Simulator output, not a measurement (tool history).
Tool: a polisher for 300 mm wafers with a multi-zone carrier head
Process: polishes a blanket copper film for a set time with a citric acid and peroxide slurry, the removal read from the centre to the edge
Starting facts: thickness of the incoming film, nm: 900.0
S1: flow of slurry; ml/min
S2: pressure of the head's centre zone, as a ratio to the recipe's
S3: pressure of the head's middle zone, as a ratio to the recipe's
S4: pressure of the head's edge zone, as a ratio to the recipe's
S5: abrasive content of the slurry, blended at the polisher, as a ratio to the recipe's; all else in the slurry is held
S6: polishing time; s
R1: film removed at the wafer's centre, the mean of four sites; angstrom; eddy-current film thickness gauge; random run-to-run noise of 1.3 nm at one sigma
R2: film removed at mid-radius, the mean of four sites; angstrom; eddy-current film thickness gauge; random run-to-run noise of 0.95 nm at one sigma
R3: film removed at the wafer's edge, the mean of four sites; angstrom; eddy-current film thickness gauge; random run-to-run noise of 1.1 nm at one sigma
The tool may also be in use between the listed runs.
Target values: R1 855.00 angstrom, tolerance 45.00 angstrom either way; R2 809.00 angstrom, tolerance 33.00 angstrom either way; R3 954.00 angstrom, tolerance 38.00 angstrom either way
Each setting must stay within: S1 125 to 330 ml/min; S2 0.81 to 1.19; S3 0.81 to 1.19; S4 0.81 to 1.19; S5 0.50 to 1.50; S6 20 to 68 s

| run | hour | S1 | S2 | S3 | S4 | S5 | S6 | R1 | R2 | R3 |
|---|---|---|---|---|---|---|---|---|---|---|
| 1 | 0.0 | 210 | 1.00 | 1.00 | 1.00 | 1.00 | 44 | 698.33 | 712.03 | 673.12 |
| 2 | 6.5 | 210 | 0.99 | 0.97 | 1.04 | 1.10 | 46 | 734.80 | 737.31 | 735.60 |
| 3 | 9.1 | 245 | 0.99 | 0.97 | 1.04 | 1.10 | 46 | 731.15 | 743.80 | 750.62 |
| 4 | 17.0 | 245 | 0.99 | 0.89 | 1.04 | 1.10 | 46 | 736.61 | 713.62 | 759.18 |
| 5 | 19.9 | 250 | 0.99 | 0.88 | 1.07 | 1.20 | 47 | 754.79 | 743.03 | 811.97 |
| 6 | 26.4 | 250 | 0.99 | 0.88 | 1.07 | 1.20 | 56 | 904.53 | 855.04 | 961.64 |
| 7 | 27.9 | 250 | 0.98 | 0.87 | 1.07 | 1.20 | 56 | 904.57 | 856.79 | 956.15 |
| 8 | 35.7 | 250 | 0.97 | 0.86 | 1.08 | 1.20 | 56 | 891.15 | 868.76 | 940.90 |

Which of these 4 next moves meets every target?
| A | 43.5 | 310 | 0.94 | 0.83 | 1.15 | 1.45 | 51 | ? | ? | ? |
| B | 43.5 | 270 | 0.90 | 0.86 | 1.15 | 1.25 | 49 | ? | ? | ? |
| C | 43.5 | 270 | 0.85 | 0.90 | 1.05 | 1.10 | 53 | ? | ? | ? |
| D | 43.5 | 255 | 1.04 | 0.86 | 1.15 | 1.30 | 49 | ? | ? | ? |

| move | R1 | R2 | R3 |
|---|---|---|---|
| A | 836.09 | 816.90 | 953.24 |
| B | 727.60 | 765.85 | 870.27 |
| C | 717.29 | 830.53 | 873.98 |
| D | 845.15 | 768.91 | 875.68 |
A: meets every target
B: takes the result that was furthest off past its target
C: brings the result that was furthest off to its target, and leaves another outside
D: takes the result that was furthest off past its target
Move A is the one to make.
